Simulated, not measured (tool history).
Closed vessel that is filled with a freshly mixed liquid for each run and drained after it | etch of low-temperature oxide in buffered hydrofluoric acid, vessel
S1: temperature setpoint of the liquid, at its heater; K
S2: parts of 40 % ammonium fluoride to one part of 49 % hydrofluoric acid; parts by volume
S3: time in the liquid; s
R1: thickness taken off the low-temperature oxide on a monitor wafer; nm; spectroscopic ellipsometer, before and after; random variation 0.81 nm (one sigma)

Run 1, hour 0.0: S1 295.15 K, S2 22.5 parts by volume, S3 85 s. Result: R1 153.43 nm.
Run 2, hour 7.5: S1 294.15 K, S2 23.5 parts by volume, S3 85 s. Result: R1 140.67 nm.
Run 3, hour 16.1: S1 294.15 K, S2 20.5 parts by volume, S3 85 s. Result: R1 154.21 nm.
Run 4, hour 18.5: S1 290.65 K, S2 20.5 parts by volume, S3 85 s. Result: R1 128.33 nm.
Run 5, hour 22.7: S1 290.65 K, S2 22.0 parts by volume, S3 85 s. Result: R1 119.98 nm.
Run 6, hour 27.3: S1 290.65 K, S2 23.0 parts by volume, S3 85 s. Result: R1 118.63 nm.
Run 7, hour 35.2: S1 290.65 K, S2 24.0 parts by volume, S3 85 s. Result: R1 113.13 nm.

Run 8 comes next. What will it give?
Run 8, hour 38.6: S1 290.65 K, S2 24.5 parts by volume, S3 85 s. Result: R1 ?.

{"run 8": {"R1": 112.33}}
